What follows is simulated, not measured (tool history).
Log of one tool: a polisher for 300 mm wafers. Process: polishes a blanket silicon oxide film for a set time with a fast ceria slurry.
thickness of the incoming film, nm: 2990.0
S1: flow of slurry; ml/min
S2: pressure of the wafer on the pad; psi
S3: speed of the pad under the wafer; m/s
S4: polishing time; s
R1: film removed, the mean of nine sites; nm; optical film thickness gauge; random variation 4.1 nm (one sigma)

run	hour	S1	S2	S3	S4	R1
1	0	315	1.8	0.96	20	172.93
2	8	360	1.8	0.96	20	175.64
3	10.4	360	2.1	0.98	20	202.8
4	14.5	360	2.1	0.86	20	174.49
5	20.1	360	2.1	0.86	18	160.62
6	26	360	2.3	0.94	18	184.8
7	29.7	360	2.3	0.94	18	190.01

The next listed run, before its measurement:
8	35.4	360	2.4	1.02	18	?

R1: 212.79 nm
